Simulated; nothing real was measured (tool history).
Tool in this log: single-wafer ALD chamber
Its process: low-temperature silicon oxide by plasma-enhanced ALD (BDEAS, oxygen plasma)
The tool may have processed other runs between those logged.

| run | hour | heater temperature setpoint (°C) | number of ALD cycles (cycles) | mean film thickness on the monitor wafer (Å) |
|---|---|---|---|---|
| 1 | 0 | 105 | 66 | 96.027 |
| 2 | 3.6 | 114 | 66 | 95.577 |
| 3 | 7 | 114 | 59 | 84.514 |
| 4 | 11.7 | 114 | 63 | 90.463 |
| 5 | 13 | 114 | 66 | 95.376 |
| 6 | 13.9 | 122 | 66 | 93.293 |
| 7 | 20.3 | 121 | 69 | 98.009 |
| 8 | 27.7 | 120 | 71 | 101.23 |

Run 9 is up next; what results do you expect?
| 9 | 36.2 | 119 | 73 | ? |

mean film thickness on the monitor wafer (Å): 104.22
